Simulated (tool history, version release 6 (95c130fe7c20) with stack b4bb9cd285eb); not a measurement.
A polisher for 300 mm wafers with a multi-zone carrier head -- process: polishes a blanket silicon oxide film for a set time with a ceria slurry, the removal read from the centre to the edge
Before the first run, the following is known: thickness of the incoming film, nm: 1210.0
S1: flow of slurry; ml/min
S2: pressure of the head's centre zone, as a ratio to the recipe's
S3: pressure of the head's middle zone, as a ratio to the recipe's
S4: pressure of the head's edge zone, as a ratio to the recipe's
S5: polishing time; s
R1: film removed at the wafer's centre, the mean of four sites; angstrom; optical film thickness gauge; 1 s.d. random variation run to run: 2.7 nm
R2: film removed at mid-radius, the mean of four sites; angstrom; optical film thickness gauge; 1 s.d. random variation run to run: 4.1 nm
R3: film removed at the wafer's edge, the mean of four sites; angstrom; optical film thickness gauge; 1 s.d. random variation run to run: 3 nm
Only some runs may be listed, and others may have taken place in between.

run 1 day=0 | S1=255 S2=1 S3=1 S4=1 S5=52 | R1=2383.7 R2=2362.1 R3=2305.3
run 2 day=0.188 | S1=260 S2=0.98 S3=1.01 S4=1.04 S5=54 | R1=2383.5 R2=2391.9 R3=2397.1
run 3 day=0.417 | S1=260 S2=0.96 S3=1.02 S4=1.06 S5=56 | R1=2436.5 R2=2495.2 R3=2487.1
run 4 day=0.779 | S1=260 S2=0.96 S3=0.94 S4=1.06 S5=56 | R1=2467.7 R2=2371.7 R3=2514.9
run 5 day=1.042 | S1=260 S2=0.94 S3=0.96 S4=1.07 S5=58 | R1=2409.3 R2=2492.6 R3=2641.1
run 6 day=1.258 | S1=260 S2=0.94 S3=0.89 S4=1.07 S5=58 | R1=2476.3 R2=2395.4 R3=2648.3
run 7 day=1.596 | S1=265 S2=0.93 S3=0.91 S4=1.07 S5=59 | R1=2525.6 R2=2494.2 R3=2710.3

Estimate the outcome of run 8 from the log above:
run 8 day=1.85 | S1=270 S2=0.92 S3=0.93 S4=1.07 S5=60 | R1=? R2=? R3=?

Run 8 came out at R1 2505.6 angstrom, R2 2561.7 angstrom, R3 2718.1 angstrom.
